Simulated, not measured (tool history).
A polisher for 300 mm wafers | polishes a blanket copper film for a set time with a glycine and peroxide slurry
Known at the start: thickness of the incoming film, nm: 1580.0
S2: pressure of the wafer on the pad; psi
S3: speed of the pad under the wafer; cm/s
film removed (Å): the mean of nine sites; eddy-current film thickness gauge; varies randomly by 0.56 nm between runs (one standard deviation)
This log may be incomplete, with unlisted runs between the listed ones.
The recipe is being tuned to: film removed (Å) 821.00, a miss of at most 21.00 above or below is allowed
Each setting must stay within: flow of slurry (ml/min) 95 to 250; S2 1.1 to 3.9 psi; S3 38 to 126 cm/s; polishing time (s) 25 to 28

Run 1, hour 0.0: flow of slurry (ml/min) 160, S2 2.5 psi, S3 82 cm/s, polishing time (s) 28. Result: film removed (Å) 1325.60.
Run 2, hour 8.5: flow of slurry (ml/min) 135, S2 2.5 psi, S3 82 cm/s, polishing time (s) 28. Result: film removed (Å) 1297.50.
Run 3, hour 14.1: flow of slurry (ml/min) 135, S2 2.5 psi, S3 96 cm/s, polishing time (s) 28. Result: film removed (Å) 1479.40.
Run 4, hour 18.7: flow of slurry (ml/min) 130, S2 2.1 psi, S3 92 cm/s, polishing time (s) 28. Result: film removed (Å) 1275.50.
Run 5, hour 19.5: flow of slurry (ml/min) 130, S2 2.1 psi, S3 78 cm/s, polishing time (s) 28. Result: film removed (Å) 1135.80.
Run 6, hour 26.1: flow of slurry (ml/min) 130, S2 2.1 psi, S3 62 cm/s, polishing time (s) 28. Result: film removed (Å) 953.09.
Run 7, hour 27.5: flow of slurry (ml/min) 130, S2 2.0 psi, S3 62 cm/s, polishing time (s) 28. Result: film removed (Å) 927.30.
Run 8, hour 33.5: flow of slurry (ml/min) 130, S2 1.9 psi, S3 62 cm/s, polishing time (s) 28. Result: film removed (Å) 906.86.

Exercise: of the 4 proposed moves below, exactly one satisfies all targets within the stated allowed misses. Which move is it?
Run A, hour 39.5: flow of slurry (ml/min) 130, S2 2.1 psi, S3 70 cm/s, polishing time (s) 27. Result: film removed (Å) ?.
Run B, hour 39.5: flow of slurry (ml/min) 110, S2 1.9 psi, S3 52 cm/s, polishing time (s) 26. Result: film removed (Å) ?.
Run C, hour 39.5: flow of slurry (ml/min) 145, S2 2.3 psi, S3 50 cm/s, polishing time (s) 26. Result: film removed (Å) ?.
Run D, hour 39.5: flow of slurry (ml/min) 180, S2 2.7 psi, S3 46 cm/s, polishing time (s) 28. Result: film removed (Å) ?.

move  film removed (Å)
   A           1013.30
   B            742.50
   C            819.96
   D            928.54
A: misses by more than the last run did
B: moves the result that the last run missed by most past its target, out the other side
C: all results in spec
D: misses by more than the last run did
Go with C: it meets all targets.
